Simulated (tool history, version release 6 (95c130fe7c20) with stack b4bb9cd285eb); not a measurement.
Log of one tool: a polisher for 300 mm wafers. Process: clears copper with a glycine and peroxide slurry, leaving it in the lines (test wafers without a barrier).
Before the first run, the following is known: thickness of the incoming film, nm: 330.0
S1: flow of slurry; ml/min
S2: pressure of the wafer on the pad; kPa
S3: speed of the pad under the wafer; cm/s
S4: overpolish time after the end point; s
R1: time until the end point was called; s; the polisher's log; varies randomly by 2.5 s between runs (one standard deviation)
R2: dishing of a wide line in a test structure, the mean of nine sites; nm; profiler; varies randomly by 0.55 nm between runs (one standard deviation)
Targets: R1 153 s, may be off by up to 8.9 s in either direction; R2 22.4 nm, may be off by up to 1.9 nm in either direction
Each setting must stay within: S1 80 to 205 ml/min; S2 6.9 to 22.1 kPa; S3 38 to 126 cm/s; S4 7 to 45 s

Run 1, hour 0: S1 135 ml/min, S2 14.5 kPa, S3 82 cm/s, S4 23 s. Result: R1 101.3 s, R2 45.707 nm.
Run 2, hour 2.2: S1 135 ml/min, S2 12.4 kPa, S3 78 cm/s, S4 19 s. Result: R1 111.71 s, R2 32.956 nm.
Run 3, hour 8.6: S1 165 ml/min, S2 12.4 kPa, S3 78 cm/s, S4 19 s. Result: R1 109.54 s, R2 34.528 nm.
Run 4, hour 16.3: S1 165 ml/min, S2 11 kPa, S3 74 cm/s, S4 19 s. Result: R1 126.16 s, R2 31.914 nm.
Run 5, hour 23: S1 165 ml/min, S2 11 kPa, S3 86 cm/s, S4 19 s. Result: R1 113.2 s, R2 34.729 nm.
Run 6, hour 29.2: S1 165 ml/min, S2 11 kPa, S3 86 cm/s, S4 12 s. Result: R1 107.22 s, R2 23.154 nm.
Run 7, hour 30.1: S1 165 ml/min, S2 9.7 kPa, S3 82 cm/s, S4 13 s. Result: R1 131.78 s, R2 22.514 nm.
Run 8, hour 32.3: S1 160 ml/min, S2 9 kPa, S3 82 cm/s, S4 14 s. Result: R1 135.21 s, R2 22.095 nm.
Run 9, hour 36.8: S1 160 ml/min, S2 8.3 kPa, S3 82 cm/s, S4 15 s. Result: R1 139.7 s, R2 22.265 nm.
Run 10, hour 44.5: S1 160 ml/min, S2 8.3 kPa, S3 82 cm/s, S4 16 s. Result: R1 139.05 s, R2 24.414 nm.

5 candidate next runs follow, results not yet known. Just one meets every target within its allowed miss. Identify it.
Run A, hour 52.2: S1 120 ml/min, S2 6.9 kPa, S3 92 cm/s, S4 25 s. Result: R1 ?, R2 ?.
Run B, hour 52.2: S1 140 ml/min, S2 6.9 kPa, S3 66 cm/s, S4 15 s. Result: R1 ?, R2 ?.
Run C, hour 52.2: S1 155 ml/min, S2 9 kPa, S3 78 cm/s, S4 19 s. Result: R1 ?, R2 ?.
Run D, hour 52.2: S1 130 ml/min, S2 7.6 kPa, S3 82 cm/s, S4 16 s. Result: R1 ?, R2 ?.
Run E, hour 52.2: S1 130 ml/min, S2 11.7 kPa, S3 70 cm/s, S4 10 s. Result: R1 ?, R2 ?.

move      R1      R2
   A  155.92  30.978
   B  183.46   17.35
   C   140.8  26.979
   D  155.63  21.196
   E  130.49   16.29
A: meets the target for the result that was furthest off, but another lies outside its allowed miss
B: takes the result that was furthest off past its target
C: moves away from the targets compared with the last run
D: every result within its allowed miss
E: moves away from the targets compared with the last run
Correct choice: D, which meets every target
